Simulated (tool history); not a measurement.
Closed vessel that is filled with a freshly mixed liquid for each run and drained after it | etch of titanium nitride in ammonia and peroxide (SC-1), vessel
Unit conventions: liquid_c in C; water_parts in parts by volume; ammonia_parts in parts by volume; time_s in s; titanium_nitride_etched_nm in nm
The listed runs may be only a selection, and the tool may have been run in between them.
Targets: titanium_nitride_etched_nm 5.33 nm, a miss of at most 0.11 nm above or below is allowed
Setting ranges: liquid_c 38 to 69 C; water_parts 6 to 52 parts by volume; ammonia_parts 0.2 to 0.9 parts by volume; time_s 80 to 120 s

| run | hour | liquid_c | water_parts | ammonia_parts | time_s | titanium_nitride_etched_nm |
|---|---|---|---|---|---|---|
| 1 | 0 | 53 | 29 | 0.5 | 120 | 2.6875 |
| 2 | 3.8 | 53 | 29 | 0.5 | 80 | 1.8015 |
| 3 | 8 | 56.5 | 29 | 0.5 | 80 | 2.255 |
| 4 | 12.3 | 56.5 | 29 | 0.5 | 120 | 3.4182 |
| 5 | 20.6 | 57.5 | 29 | 0.5 | 120 | 3.6108 |
| 6 | 21.2 | 57.5 | 29 | 0.55 | 120 | 3.6965 |
| 7 | 27.5 | 58.5 | 29 | 0.55 | 120 | 3.9602 |
| 8 | 31.2 | 59.5 | 29 | 0.55 | 120 | 4.2282 |
| 9 | 37.9 | 60 | 29 | 0.55 | 120 | 4.366 |
| 10 | 43.3 | 60.5 | 29 | 0.55 | 120 | 4.4642 |
| 11 | 48 | 63.5 | 29 | 0.55 | 120 | 5.4858 |

4 candidate next runs follow, results not yet known. Just one meets every target within its allowed miss. Identify it.
| A | 52.7 | 62 | 15 | 0.7 | 90 | ? |
| B | 52.7 | 65.5 | 32 | 0.65 | 110 | ? |
| C | 52.7 | 68.5 | 28.5 | 0.6 | 90 | ? |
| D | 52.7 | 62.5 | 14.5 | 0.4 | 90 | ? |

| move | titanium_nitride_etched_nm |
|---|---|
| A | 5.5979 |
| B | 5.5414 |
| C | 5.7611 |
| D | 5.3242 |
A: lands further from the targets than the last run did
B: lands further from the targets than the last run did
C: lands further from the targets than the last run did
D: in spec on every target
Go with D: it meets all targets.
